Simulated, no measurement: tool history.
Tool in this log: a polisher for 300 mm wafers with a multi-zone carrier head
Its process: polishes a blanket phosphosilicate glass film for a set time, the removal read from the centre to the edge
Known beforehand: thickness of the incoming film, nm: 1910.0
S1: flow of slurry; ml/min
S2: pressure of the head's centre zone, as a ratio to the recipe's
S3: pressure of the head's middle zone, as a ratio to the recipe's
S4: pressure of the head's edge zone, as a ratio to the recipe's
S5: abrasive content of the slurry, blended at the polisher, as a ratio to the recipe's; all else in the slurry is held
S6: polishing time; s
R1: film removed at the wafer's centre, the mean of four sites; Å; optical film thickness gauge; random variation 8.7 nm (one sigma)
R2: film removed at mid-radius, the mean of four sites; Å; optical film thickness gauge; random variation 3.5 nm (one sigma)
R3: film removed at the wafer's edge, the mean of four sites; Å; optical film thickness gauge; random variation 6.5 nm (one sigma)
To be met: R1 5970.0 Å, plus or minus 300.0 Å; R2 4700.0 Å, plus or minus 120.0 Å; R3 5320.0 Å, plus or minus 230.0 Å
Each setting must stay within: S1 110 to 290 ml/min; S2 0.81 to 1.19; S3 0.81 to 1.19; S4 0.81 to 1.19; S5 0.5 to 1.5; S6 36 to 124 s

| run | day | S1 | S2 | S3 | S4 | S5 | S6 | R1 | R2 | R3 |
|---|---|---|---|---|---|---|---|---|---|---|
| 1 | 0.000 | 185 | 1.00 | 1.00 | 1.00 | 1.0 | 79 | 5383.4 | 5208.3 | 5452.4 |
| 2 | 0.221 | 165 | 1.00 | 1.00 | 1.00 | 1.0 | 79 | 5016.4 | 5045.6 | 5416.2 |
| 3 | 0.550 | 165 | 0.94 | 1.00 | 1.00 | 1.0 | 79 | 4852.9 | 5060.7 | 5416.1 |
| 4 | 0.600 | 165 | 0.94 | 1.00 | 0.95 | 1.0 | 79 | 4767.7 | 5042.0 | 5210.3 |
| 5 | 0.946 | 165 | 0.94 | 0.95 | 0.95 | 1.0 | 79 | 4645.6 | 4825.3 | 5304.2 |
| 6 | 1.150 | 130 | 0.94 | 0.95 | 0.95 | 1.0 | 79 | 4508.3 | 4505.7 | 5105.8 |
| 7 | 1.488 | 135 | 0.98 | 0.95 | 0.95 | 1.0 | 79 | 4622.8 | 4628.4 | 4950.1 |
| 8 | 1.529 | 145 | 1.02 | 0.93 | 0.97 | 1.0 | 79 | 5097.0 | 4632.5 | 5091.8 |
| 9 | 1.862 | 150 | 1.03 | 0.92 | 0.98 | 1.0 | 79 | 5085.5 | 4646.6 | 5261.8 |
|  | 1.996 | slurry nozzle cleaned |
| 10 | 1.996 | 165 | 1.13 | 0.90 | 0.91 | 1.0 | 79 | 5963.2 | 4880.8 | 5292.3 |

Pick the move, out of 5, that brings all results within their allowed miss; only one does.
| A | 2.129 | 135 | 1.09 | 0.95 | 0.91 | 1.2 | 78 | ? | ? | ? |
| B | 2.129 | 155 | 1.06 | 0.87 | 0.96 | 1.0 | 85 | ? | ? | ? |
| C | 2.129 | 215 | 1.15 | 0.91 | 1.02 | 0.9 | 76 | ? | ? | ? |
| D | 2.129 | 110 | 0.98 | 0.88 | 0.97 | 1.2 | 84 | ? | ? | ? |
| E | 2.129 | 150 | 1.10 | 0.99 | 0.89 | 0.9 | 76 | ? | ? | ? |

| move | R1 | R2 | R3 |
|---|---|---|---|
| A | 6036.8 | 5251.5 | 5638.5 |
| B | 6099.6 | 5054.0 | 5937.7 |
| C | 5992.1 | 4709.4 | 5405.7 |
| D | 5461.4 | 5009.8 | 6015.6 |
| E | 5333.3 | 4741.6 | 4831.1 |
A: the biggest miss grows against the last run
B: the biggest miss grows against the last run
C: all results in spec
D: the biggest miss grows against the last run
E: the worst result of the last run now meets its target, but another is out of spec
Answer: C
